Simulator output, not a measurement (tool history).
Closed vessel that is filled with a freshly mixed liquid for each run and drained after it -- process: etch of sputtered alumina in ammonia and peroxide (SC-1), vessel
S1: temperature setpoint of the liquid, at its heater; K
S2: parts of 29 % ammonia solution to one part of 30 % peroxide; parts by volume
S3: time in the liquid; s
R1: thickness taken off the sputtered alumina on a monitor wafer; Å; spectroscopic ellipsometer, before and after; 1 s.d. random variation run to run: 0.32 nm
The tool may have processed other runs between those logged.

run  hour      S1    S2    S3      R1
  1   0.0  326.15  0.45  1525  909.02
  2   2.9  326.15  0.45  1525  913.98
  3   9.3  326.15  0.45  1525  908.35
  4  16.3  322.15  0.45  1525  727.10
  5  22.7  319.65  0.45  1525  630.57
  6  28.7  319.65  0.30  1525  609.47
  7  34.3  318.15  0.30  1525  559.69
  8  42.5  317.15  0.30  1525  530.48

Estimate the outcome of run 9 from the log above:
  9  46.6  316.15  0.30  1525   ?

R1: 508.01 Å
